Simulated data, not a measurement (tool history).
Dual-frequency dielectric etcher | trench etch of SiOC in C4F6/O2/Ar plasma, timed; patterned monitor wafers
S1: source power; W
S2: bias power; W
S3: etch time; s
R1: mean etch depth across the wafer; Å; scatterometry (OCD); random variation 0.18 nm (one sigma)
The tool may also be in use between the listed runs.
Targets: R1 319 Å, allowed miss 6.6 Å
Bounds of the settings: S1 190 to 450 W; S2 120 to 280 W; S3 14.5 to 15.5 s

Run 1, hour 0: S1 320 W, S2 200 W, S3 15.5 s. Result: R1 286.43 Å.
Run 2, hour 0.9: S1 340 W, S2 203 W, S3 15.5 s. Result: R1 292.12 Å.
Run 3, hour 9.4: S1 360 W, S2 207 W, S3 15.5 s. Result: R1 301.51 Å.
Run 4, hour 10.5: S1 330 W, S2 207 W, S3 15.5 s. Result: R1 291.67 Å.
Run 5, hour 16: S1 330 W, S2 207 W, S3 15.5 s. Result: R1 291.06 Å.
Run 6, hour 17.6: S1 330 W, S2 207 W, S3 15.5 s. Result: R1 291.8 Å.
Run 7, hour 19.8: S1 350 W, S2 210 W, S3 15.5 s. Result: R1 298.37 Å.
Run 8, hour 25.5: S1 360 W, S2 213 W, S3 15.5 s. Result: R1 301.37 Å.
Run 9, hour 27.2: S1 370 W, S2 216 W, S3 15.5 s. Result: R1 308.33 Å.
Run 10, hour 34.4: S1 380 W, S2 217 W, S3 15.5 s. Result: R1 310.76 Å.

Which of these 5 next moves meets every target?
Run A, hour 41.6: S1 340 W, S2 202 W, S3 15.5 s. Result: R1 ?.
Run B, hour 41.6: S1 360 W, S2 213 W, S3 15 s. Result: R1 ?.
Run C, hour 41.6: S1 330 W, S2 270 W, S3 15 s. Result: R1 ?.
Run D, hour 41.6: S1 440 W, S2 215 W, S3 14.5 s. Result: R1 ?.
Run E, hour 41.6: S1 390 W, S2 221 W, S3 15.5 s. Result: R1 ?.

move      R1
   A  292.44
   B  294.09
   C  307.86
   D  307.54
   E   316.9
A: further off than the last run
B: further off than the last run
C: further off than the last run
D: further off than the last run
E: meets every target
Answer: E
